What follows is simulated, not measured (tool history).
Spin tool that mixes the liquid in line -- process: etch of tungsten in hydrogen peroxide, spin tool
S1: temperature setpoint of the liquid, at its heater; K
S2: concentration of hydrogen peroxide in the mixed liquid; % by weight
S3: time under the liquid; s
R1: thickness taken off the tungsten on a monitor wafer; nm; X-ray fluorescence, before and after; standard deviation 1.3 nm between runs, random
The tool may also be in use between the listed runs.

run 1 day=0 | S1=323.15 S2=17.5 S3=50 | R1=94.185
run 2 day=0.208 | S1=323.15 S2=17.5 S3=55 | R1=105.3
run 3 day=0.362 | S1=324.65 S2=17.5 S3=55 | R1=115.17
run 4 day=0.488 | S1=324.65 S2=16 S3=55 | R1=109.26
run 5 day=0.808 | S1=326.15 S2=16 S3=55 | R1=120.06
run 6 day=0.888 | S1=326.15 S2=18 S3=55 | R1=127.27
run 7 day=0.958 | S1=327.15 S2=18 S3=55 | R1=134.98
run 8 day=1.029 | S1=327.65 S2=18 S3=55 | R1=138.63

The next listed run, before its measurement:
run 9 day=1.362 | S1=328.15 S2=18 S3=55 | R1=?

{"run 9": {"R1": 142.75}}
